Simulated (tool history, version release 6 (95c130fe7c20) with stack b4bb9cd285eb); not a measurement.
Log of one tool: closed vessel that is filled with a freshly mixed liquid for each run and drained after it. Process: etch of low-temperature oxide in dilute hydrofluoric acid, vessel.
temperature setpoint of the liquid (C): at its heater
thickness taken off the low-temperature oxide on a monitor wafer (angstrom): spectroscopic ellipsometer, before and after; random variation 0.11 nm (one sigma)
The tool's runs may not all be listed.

| run | hour | temperature setpoint of the liquid (C) | parts of water to one part of 49 % hydrofluoric acid (parts by volume) | time in the liquid (s) | thickness taken off the low-temperature oxide on a monitor wafer (angstrom) |
|---|---|---|---|---|---|
| 1 | 0.0 | 21.0 | 95 | 75 | 184.26 |
| 2 | 6.5 | 21.0 | 95 | 75 | 183.23 |
| 3 | 12.7 | 21.0 | 95 | 75 | 183.69 |
| 4 | 15.9 | 17.5 | 95 | 75 | 160.81 |
| 5 | 20.6 | 20.5 | 90 | 75 | 191.47 |
| 6 | 23.9 | 22.5 | 90 | 75 | 206.67 |
| 7 | 32.3 | 24.0 | 90 | 75 | 221.37 |

Run 8, settings as shown, results not yet in. Your forecast:
| 8 | 33.1 | 25.0 | 90 | 75 | ? |

Run 8 yielded thickness taken off the low-temperature oxide on a monitor wafer (angstrom) 229.71.
